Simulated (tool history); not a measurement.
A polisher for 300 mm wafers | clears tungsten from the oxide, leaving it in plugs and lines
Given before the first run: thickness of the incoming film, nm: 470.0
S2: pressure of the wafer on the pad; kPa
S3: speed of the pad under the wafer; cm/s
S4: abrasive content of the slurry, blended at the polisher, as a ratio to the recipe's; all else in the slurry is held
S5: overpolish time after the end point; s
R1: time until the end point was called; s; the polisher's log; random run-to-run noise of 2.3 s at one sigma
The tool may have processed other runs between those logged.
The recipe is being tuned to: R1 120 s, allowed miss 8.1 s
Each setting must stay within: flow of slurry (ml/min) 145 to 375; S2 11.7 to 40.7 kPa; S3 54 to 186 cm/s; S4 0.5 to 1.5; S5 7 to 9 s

run 1 hour=0 | flow_of_slurry_(ml/min)=240 S2=26.2 S3=118 S4=1 S5=9 | R1=69.623
run 2 hour=3.1 | flow_of_slurry_(ml/min)=240 S2=26.2 S3=118 S4=1 S5=7 | R1=69.488
run 3 hour=10.5 | flow_of_slurry_(ml/min)=240 S2=26.2 S3=118 S4=1.15 S5=7 | R1=70.131
run 4 hour=19.1 | flow_of_slurry_(ml/min)=240 S2=26.2 S3=118 S4=1.15 S5=7 | R1=68.472
run 5 hour=25.3 | flow_of_slurry_(ml/min)=240 S2=24.1 S3=116 S4=1.15 S5=7 | R1=74.343
run 6 hour=30.5 | flow_of_slurry_(ml/min)=240 S2=22.8 S3=114 S4=1.15 S5=7 | R1=80.412
run 7 hour=37.7 | flow_of_slurry_(ml/min)=240 S2=21.4 S3=112 S4=1.15 S5=7 | R1=86.563
run 8 hour=44.5 | flow_of_slurry_(ml/min)=240 S2=20.7 S3=112 S4=1.15 S5=7 | R1=88.142
run 9 hour=49.5 | flow_of_slurry_(ml/min)=240 S2=20 S3=112 S4=1.15 S5=7 | R1=89.662
run 10 hour=55.5 | flow_of_slurry_(ml/min)=240 S2=19.3 S3=112 S4=1.15 S5=7 | R1=94.018
run 11 hour=62.4 | flow_of_slurry_(ml/min)=240 S2=18.6 S3=112 S4=1.15 S5=7 | R1=98.556
run 12 hour=67.8 | flow_of_slurry_(ml/min)=240 S2=17.9 S3=112 S4=1.15 S5=7 | R1=103.97
run 13 hour=70.5 | flow_of_slurry_(ml/min)=240 S2=17.2 S3=112 S4=1.15 S5=7 | R1=101.57
run 14 hour=74.4 | flow_of_slurry_(ml/min)=240 S2=16.5 S3=112 S4=1.15 S5=7 | R1=109.56

Which of these 4 next moves meets every target?
run A hour=78.3 | flow_of_slurry_(ml/min)=160 S2=24.8 S3=94 S4=1.1 S5=7 | R1=?
run B hour=78.3 | flow_of_slurry_(ml/min)=225 S2=18.6 S3=116 S4=1.25 S5=7 | R1=?
run C hour=78.3 | flow_of_slurry_(ml/min)=235 S2=18.6 S3=120 S4=1.15 S5=8 | R1=?
run D hour=78.3 | flow_of_slurry_(ml/min)=270 S2=14.5 S3=116 S4=1.2 S5=7 | R1=?

move=A R1=91.947
move=B R1=91.38
move=C R1=89.834
move=D R1=114.75
A: lands further from the targets than the last run did
B: lands further from the targets than the last run did
C: lands further from the targets than the last run did
D: all results in spec
D is the move that brings every result within its allowed miss.

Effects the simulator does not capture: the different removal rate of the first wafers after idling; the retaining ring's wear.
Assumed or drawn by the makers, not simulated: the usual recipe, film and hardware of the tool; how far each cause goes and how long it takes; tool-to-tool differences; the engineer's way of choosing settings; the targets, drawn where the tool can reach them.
